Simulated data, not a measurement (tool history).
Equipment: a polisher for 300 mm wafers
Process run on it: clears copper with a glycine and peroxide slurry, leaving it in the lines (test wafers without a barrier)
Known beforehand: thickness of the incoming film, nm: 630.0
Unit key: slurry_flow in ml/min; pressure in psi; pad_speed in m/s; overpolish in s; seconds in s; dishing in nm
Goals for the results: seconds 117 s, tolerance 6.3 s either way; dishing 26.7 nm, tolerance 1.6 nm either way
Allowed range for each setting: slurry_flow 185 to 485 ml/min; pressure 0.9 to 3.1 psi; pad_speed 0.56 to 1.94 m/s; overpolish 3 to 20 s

run	hour	slurry_flow	pressure	pad_speed	overpolish	seconds	dishing
1	0	310	2	1.24	10	158.31	28.001
2	7.9	310	1.7	1.24	10	177.95	24.658
3	16.4	310	1.4	1.24	10	210.35	21.329
4	24.4	250	1.4	1.24	10	212.92	21.148
5	30.3	250	1.7	1.26	9	184.56	22.14
6	34	305	1.7	1.26	9	178.75	22.669
7	42.8	330	2.3	1.34	6	131.56	20.768
8	51.3	330	2.4	1.34	6	126.41	21.681
9	52.8	330	2.5	1.34	6	126.74	22.47
10	60.6	335	2.6	1.34	6	117.71	23.865

Next run, 4 choices. One meets every target within its allowed miss, the rest don't. Which?
A	68.4	415	2.5	1.38	7	?	?
B	68.4	340	2.4	1.5	5	?	?
C	68.4	265	2.8	1.26	5	?	?
D	68.4	225	2.7	1.32	6	?	?

move	seconds	dishing
A	116.62	27.035
B	113.83	20.537
C	117.85	20.038
D	118.31	23.444
A: every result lands within tolerance
B: further off than the last run
C: further off than the last run
D: further off than the last run
Move A is the one to make.
